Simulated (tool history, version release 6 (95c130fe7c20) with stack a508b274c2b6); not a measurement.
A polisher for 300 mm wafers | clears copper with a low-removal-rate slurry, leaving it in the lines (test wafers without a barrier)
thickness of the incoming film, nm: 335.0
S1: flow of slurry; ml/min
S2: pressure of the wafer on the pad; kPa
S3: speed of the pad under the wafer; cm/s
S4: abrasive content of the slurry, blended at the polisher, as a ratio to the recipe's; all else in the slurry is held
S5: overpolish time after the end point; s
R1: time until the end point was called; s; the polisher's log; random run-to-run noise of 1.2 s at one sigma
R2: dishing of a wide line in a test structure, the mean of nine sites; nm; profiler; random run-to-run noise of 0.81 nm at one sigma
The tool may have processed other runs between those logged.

run  hour   S1    S2  S3    S4  S5      R1      R2
  1   0.0  180  15.2  88  1.00  17  151.54  27.126
  2   6.4  180  15.2  88  1.15  17  147.88  27.881
  3  12.5  205  15.2  88  1.15  17  147.90  27.427
  4  16.0  205  15.9  88  1.15  17  137.64  28.483
  5  18.0  205  15.9  88  0.95  17  147.07  27.690
  6  19.4  205  15.9  88  0.95  12  145.62  20.964
  7  26.2  205  16.5  88  0.95  13  137.63  23.761
  8  32.9  205  17.2  88  0.95  14  134.41  25.697

What will run 9 give?
  9  40.8  205  17.9  88  0.95  14   ?   ?

{"run 9": {"R1": 126.8, "R2": 26.099}}
